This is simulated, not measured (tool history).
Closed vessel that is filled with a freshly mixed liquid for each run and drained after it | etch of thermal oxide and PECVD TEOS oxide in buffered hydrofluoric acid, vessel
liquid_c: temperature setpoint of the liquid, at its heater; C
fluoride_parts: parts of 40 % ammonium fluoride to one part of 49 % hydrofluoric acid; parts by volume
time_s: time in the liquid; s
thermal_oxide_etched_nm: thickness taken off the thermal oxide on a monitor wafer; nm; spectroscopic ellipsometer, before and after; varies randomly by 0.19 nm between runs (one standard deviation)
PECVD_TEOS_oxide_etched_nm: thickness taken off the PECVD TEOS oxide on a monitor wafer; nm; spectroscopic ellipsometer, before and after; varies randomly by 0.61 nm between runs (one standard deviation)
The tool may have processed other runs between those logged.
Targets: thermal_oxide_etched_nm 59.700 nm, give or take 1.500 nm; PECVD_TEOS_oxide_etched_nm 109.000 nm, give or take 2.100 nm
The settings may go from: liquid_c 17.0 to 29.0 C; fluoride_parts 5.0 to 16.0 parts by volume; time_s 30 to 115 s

Run 1, hour 0.0: liquid_c 21.0 C, fluoride_parts 9.5 parts by volume, time_s 60 s. Result: thermal_oxide_etched_nm 61.954 nm, PECVD_TEOS_oxide_etched_nm 113.670 nm.
Run 2, hour 2.0: liquid_c 21.0 C, fluoride_parts 8.0 parts by volume, time_s 60 s. Result: thermal_oxide_etched_nm 72.606 nm, PECVD_TEOS_oxide_etched_nm 130.390 nm.
Run 3, hour 9.3: liquid_c 21.0 C, fluoride_parts 8.0 parts by volume, time_s 40 s. Result: thermal_oxide_etched_nm 48.409 nm, PECVD_TEOS_oxide_etched_nm 87.282 nm.
Run 4, hour 11.9: liquid_c 22.0 C, fluoride_parts 8.0 parts by volume, time_s 40 s. Result: thermal_oxide_etched_nm 51.093 nm, PECVD_TEOS_oxide_etched_nm 93.626 nm.
At hour 14.9: thermometer replaced.
Run 5, hour 14.9: liquid_c 22.0 C, fluoride_parts 9.5 parts by volume, time_s 40 s. Result: thermal_oxide_etched_nm 46.459 nm, PECVD_TEOS_oxide_etched_nm 85.364 nm.
Run 6, hour 16.1: liquid_c 18.5 C, fluoride_parts 9.5 parts by volume, time_s 40 s. Result: thermal_oxide_etched_nm 38.269 nm, PECVD_TEOS_oxide_etched_nm 69.690 nm.
Run 7, hour 21.4: liquid_c 20.5 C, fluoride_parts 9.5 parts by volume, time_s 40 s. Result: thermal_oxide_etched_nm 42.820 nm, PECVD_TEOS_oxide_etched_nm 77.498 nm.
Run 8, hour 27.6: liquid_c 22.0 C, fluoride_parts 9.5 parts by volume, time_s 40 s. Result: thermal_oxide_etched_nm 46.253 nm, PECVD_TEOS_oxide_etched_nm 84.454 nm.
Run 9, hour 29.2: liquid_c 23.0 C, fluoride_parts 9.5 parts by volume, time_s 40 s. Result: thermal_oxide_etched_nm 49.104 nm, PECVD_TEOS_oxide_etched_nm 89.064 nm.
Run 10, hour 33.9: liquid_c 24.0 C, fluoride_parts 9.5 parts by volume, time_s 40 s. Result: thermal_oxide_etched_nm 51.678 nm, PECVD_TEOS_oxide_etched_nm 94.467 nm.
Run 11, hour 36.4: liquid_c 24.5 C, fluoride_parts 9.5 parts by volume, time_s 40 s. Result: thermal_oxide_etched_nm 53.123 nm, PECVD_TEOS_oxide_etched_nm 97.129 nm.
Run 12, hour 43.5: liquid_c 25.0 C, fluoride_parts 9.5 parts by volume, time_s 40 s. Result: thermal_oxide_etched_nm 54.490 nm, PECVD_TEOS_oxide_etched_nm 100.260 nm.

Pick the move, out of 4, that brings all results within their allowed miss; only one does.
Run A, hour 50.6: liquid_c 24.5 C, fluoride_parts 8.5 parts by volume, time_s 35 s. Result: thermal_oxide_etched_nm ?, PECVD_TEOS_oxide_etched_nm ?.
Run B, hour 50.6: liquid_c 29.0 C, fluoride_parts 16.0 parts by volume, time_s 50 s. Result: thermal_oxide_etched_nm ?, PECVD_TEOS_oxide_etched_nm ?.
Run C, hour 50.6: liquid_c 29.0 C, fluoride_parts 16.0 parts by volume, time_s 55 s. Result: thermal_oxide_etched_nm ?, PECVD_TEOS_oxide_etched_nm ?.
Run D, hour 50.6: liquid_c 26.5 C, fluoride_parts 12.0 parts by volume, time_s 50 s. Result: thermal_oxide_etched_nm ?, PECVD_TEOS_oxide_etched_nm ?.

move  thermal_oxide_etched_nm  PECVD_TEOS_oxide_etched_nm
   A                   51.395                      93.893
   B                   51.922                      94.856
   C                   57.115                     104.340
   D                   60.236                     110.040
A: its largest miss is bigger than the last run's
B: its largest miss is bigger than the last run's
C: better than the last run, though not everything is in spec
D: every result within its allowed miss
D meets every target.
